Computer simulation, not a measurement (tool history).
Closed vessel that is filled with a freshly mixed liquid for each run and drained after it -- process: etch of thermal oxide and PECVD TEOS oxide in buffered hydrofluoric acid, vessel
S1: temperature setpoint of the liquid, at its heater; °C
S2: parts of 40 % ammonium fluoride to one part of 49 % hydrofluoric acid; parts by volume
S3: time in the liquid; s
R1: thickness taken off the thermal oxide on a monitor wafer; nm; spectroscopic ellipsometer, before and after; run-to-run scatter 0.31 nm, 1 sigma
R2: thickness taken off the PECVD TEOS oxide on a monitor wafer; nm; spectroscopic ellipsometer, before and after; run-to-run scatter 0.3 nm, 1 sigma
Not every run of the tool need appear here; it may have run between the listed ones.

Run 1, hour 0.0: S1 24.0 °C, S2 11 parts by volume, S3 60 s. Result: R1 59.502 nm, R2 80.129 nm.
Run 2, hour 2.4: S1 24.0 °C, S2 13 parts by volume, S3 60 s. Result: R1 49.845 nm, R2 68.146 nm.
Run 3, hour 4.7: S1 24.0 °C, S2 11 parts by volume, S3 60 s. Result: R1 59.038 nm, R2 80.288 nm.
Run 4, hour 9.1: S1 24.5 °C, S2 11 parts by volume, S3 60 s. Result: R1 61.050 nm, R2 82.343 nm.
Run 5, hour 17.8: S1 24.5 °C, S2 11 parts by volume, S3 80 s. Result: R1 80.273 nm, R2 109.410 nm.
Run 6, hour 19.7: S1 24.5 °C, S2 14 parts by volume, S3 80 s. Result: R1 64.344 nm, R2 86.726 nm.
Run 7, hour 21.6: S1 25.5 °C, S2 14 parts by volume, S3 80 s. Result: R1 66.972 nm, R2 91.219 nm.
Run 8, hour 24.9: S1 26.0 °C, S2 14 parts by volume, S3 80 s. Result: R1 70.079 nm, R2 94.019 nm.

Run 9 comes next. What will it give?
Run 9, hour 31.9: S1 26.0 °C, S2 14 parts by volume, S3 80 s. Result: R1 ?, R2 ?.

Run 9 gave R1 68.894 nm, R2 93.579 nm.

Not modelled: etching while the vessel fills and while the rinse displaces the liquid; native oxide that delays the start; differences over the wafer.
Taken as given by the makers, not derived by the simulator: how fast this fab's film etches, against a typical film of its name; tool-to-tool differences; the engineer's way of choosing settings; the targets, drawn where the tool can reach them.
